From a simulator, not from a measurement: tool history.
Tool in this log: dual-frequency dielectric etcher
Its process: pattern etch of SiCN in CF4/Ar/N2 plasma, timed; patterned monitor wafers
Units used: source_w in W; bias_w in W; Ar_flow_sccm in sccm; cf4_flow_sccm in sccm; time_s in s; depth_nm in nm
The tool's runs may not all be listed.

run,hour,source_w,bias_w,Ar_flow_sccm,cf4_flow_sccm,time_s,depth_nm
1,0,520,90,97,56,55.5,50.503
2,8.5,550,91,97,56,55.5,53.765
3,9.4,550,91,97,56,51.5,50.007
4,12.7,580,92,97,56,51.5,52.974
5,18,600,93,97,56,51.5,55.451
6,25.6,610,93,97,56,51.5,56.364

What will run 7 give?
7,31.7,620,93,97,56,51.5,?

{"run 7": {"depth_nm": 56.886}}
